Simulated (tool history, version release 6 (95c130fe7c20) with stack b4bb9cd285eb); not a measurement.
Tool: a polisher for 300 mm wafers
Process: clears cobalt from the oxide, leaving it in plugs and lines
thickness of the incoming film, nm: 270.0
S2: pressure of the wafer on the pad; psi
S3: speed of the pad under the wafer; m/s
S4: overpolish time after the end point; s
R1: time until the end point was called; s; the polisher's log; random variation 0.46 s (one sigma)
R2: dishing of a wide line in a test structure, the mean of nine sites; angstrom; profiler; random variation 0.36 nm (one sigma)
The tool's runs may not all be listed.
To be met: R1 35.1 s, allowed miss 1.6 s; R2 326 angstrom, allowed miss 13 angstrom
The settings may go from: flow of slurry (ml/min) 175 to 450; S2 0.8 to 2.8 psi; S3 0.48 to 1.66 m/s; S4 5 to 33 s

run 1 day=0 | flow_of_slurry_(ml/min)=290 S2=1.8 S3=1.06 S4=17 | R1=59.872 R2=311.08
run 2 day=0.225 | flow_of_slurry_(ml/min)=290 S2=2.1 S3=1.08 S4=15 | R1=51.855 R2=319.25
run 3 day=0.262 | flow_of_slurry_(ml/min)=290 S2=1.7 S3=1.08 S4=15 | R1=63.128 R2=287.94
run 4 day=0.375 | flow_of_slurry_(ml/min)=290 S2=1.7 S3=1.08 S4=21 | R1=63.824 R2=324.82
run 5 day=0.554 | flow_of_slurry_(ml/min)=290 S2=2 S3=1.12 S4=17 | R1=51.169 R2=322.34
-- day=0.908 worn pad replaced by a new one
run 6 day=0.908 | flow_of_slurry_(ml/min)=290 S2=2 S3=1.38 S4=17 | R1=38.231 R2=336.94
run 7 day=1.104 | flow_of_slurry_(ml/min)=290 S2=2 S3=1.38 S4=16 | R1=38.012 R2=343.61
run 8 day=1.45 | flow_of_slurry_(ml/min)=290 S2=2 S3=1.38 S4=14 | R1=39.282 R2=333.36
run 9 day=1.721 | flow_of_slurry_(ml/min)=290 S2=2.1 S3=1.38 S4=12 | R1=37.355 R2=318.35

Which of these 4 next moves meets every target?
run A day=1.992 | flow_of_slurry_(ml/min)=355 S2=2 S3=1.34 S4=17 | R1=? R2=?
run B day=1.992 | flow_of_slurry_(ml/min)=230 S2=2 S3=1.38 S4=14 | R1=? R2=?
run C day=1.992 | flow_of_slurry_(ml/min)=250 S2=2.3 S3=1.36 S4=13 | R1=? R2=?
run D day=1.992 | flow_of_slurry_(ml/min)=305 S2=2 S3=1.38 S4=14 | R1=? R2=?

move=A R1=39.161 R2=337.11
move=B R1=39.586 R2=326.16
move=C R1=34.733 R2=329.25
move=D R1=38.516 R2=327.87
A: further off than the last run
B: further off than the last run
C: meets every target
D: further off than the last run
Answer: C

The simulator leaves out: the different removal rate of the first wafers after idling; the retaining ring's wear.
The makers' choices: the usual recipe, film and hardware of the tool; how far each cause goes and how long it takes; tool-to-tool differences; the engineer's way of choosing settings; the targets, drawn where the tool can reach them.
